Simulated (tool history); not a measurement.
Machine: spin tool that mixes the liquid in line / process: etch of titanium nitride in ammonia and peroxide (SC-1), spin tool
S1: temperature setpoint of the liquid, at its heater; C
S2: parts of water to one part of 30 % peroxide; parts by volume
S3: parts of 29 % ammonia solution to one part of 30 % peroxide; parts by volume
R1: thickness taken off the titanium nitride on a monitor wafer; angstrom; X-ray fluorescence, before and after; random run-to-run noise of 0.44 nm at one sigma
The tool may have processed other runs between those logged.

{"run": 1, "hour": 0.0, "S1": 58.0, "S2": 24.5, "S3": 0.55, "time under the liquid (s)": 275, "R1": 311.68}
{"run": 2, "hour": 6.6, "S1": 58.0, "S2": 24.5, "S3": 0.45, "time under the liquid (s)": 275, "R1": 302.51}
{"run": 3, "hour": 9.5, "S1": 58.0, "S2": 20.0, "S3": 0.45, "time under the liquid (s)": 275, "R1": 340.91}
{"run": 4, "hour": 16.2, "S1": 58.0, "S2": 20.0, "S3": 0.6, "time under the liquid (s)": 275, "R1": 354.8}
{"run": 5, "hour": 24.2, "S1": 59.0, "S2": 20.0, "S3": 0.6, "time under the liquid (s)": 275, "R1": 382.42}
{"run": 6, "hour": 31.1, "S1": 59.5, "S2": 20.0, "S3": 0.6, "time under the liquid (s)": 275, "R1": 393.37}
{"run": 7, "hour": 34.8, "S1": 59.5, "S2": 20.0, "S3": 0.6, "time under the liquid (s)": 275, "R1": 394.74}
{"run": 8, "hour": 36.9, "S1": 60.0, "S2": 20.0, "S3": 0.6, "time under the liquid (s)": 275, "R1": 401.84}
{"run": 9, "hour": 43.0, "S1": 60.0, "S2": 20.0, "S3": 0.6, "time under the liquid (s)": 275, "R1": 406.19}
{"run": 10, "hour": 46.6, "S1": 60.5, "S2": 20.0, "S3": 0.6, "time under the liquid (s)": 275, "R1": 423.76}

Expected results for the next run?
{"hour": 55.6, "done": "ammonia flow meter replaced"}
{"run": 11, "hour": 55.6, "S1": 61.0, "S2": 20.0, "S3": 0.6, "time under the liquid (s)": 275, "R1": "?"}

Run 11 gave R1 423.13 angstrom.
